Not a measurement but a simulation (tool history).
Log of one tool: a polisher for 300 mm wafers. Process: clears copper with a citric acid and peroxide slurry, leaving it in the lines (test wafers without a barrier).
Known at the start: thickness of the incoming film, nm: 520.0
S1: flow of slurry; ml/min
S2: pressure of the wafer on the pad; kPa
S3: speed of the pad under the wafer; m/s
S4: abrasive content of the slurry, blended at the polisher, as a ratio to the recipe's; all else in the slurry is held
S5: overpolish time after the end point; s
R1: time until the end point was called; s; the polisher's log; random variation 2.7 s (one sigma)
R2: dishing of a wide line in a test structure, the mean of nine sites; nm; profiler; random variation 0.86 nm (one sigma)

{"run": 1, "hour": 0.0, "S1": 175, "S2": 28.3, "S3": 1.22, "S4": 1, "S5": 14, "R1": 111.63, "R2": 39.015}
{"run": 2, "hour": 5.3, "S1": 175, "S2": 28.3, "S3": 1.22, "S4": 1.1, "S5": 14, "R1": 110.26, "R2": 39.54}
{"run": 3, "hour": 13.1, "S1": 175, "S2": 25.5, "S3": 1.2, "S4": 1.1, "S5": 16, "R1": 120.88, "R2": 39.025}
{"run": 4, "hour": 17.1, "S1": 170, "S2": 23.4, "S3": 1.18, "S4": 1.1, "S5": 18, "R1": 131, "R2": 42.112}
{"run": 5, "hour": 25.3, "S1": 170, "S2": 23.4, "S3": 1.38, "S4": 1.1, "S5": 18, "R1": 115.95, "R2": 47.223}
{"run": 6, "hour": 25.8, "S1": 170, "S2": 21.4, "S3": 1.36, "S4": 1.1, "S5": 19, "R1": 130.74, "R2": 44.494}

Forecast run 7:
{"run": 7, "hour": 32.4, "S1": 170, "S2": 20, "S3": 1.36, "S4": 1.1, "S5": 20, "R1": "?", "R2": "?"}

{"run 7": {"R1": 135.41, "R2": 44.524}}

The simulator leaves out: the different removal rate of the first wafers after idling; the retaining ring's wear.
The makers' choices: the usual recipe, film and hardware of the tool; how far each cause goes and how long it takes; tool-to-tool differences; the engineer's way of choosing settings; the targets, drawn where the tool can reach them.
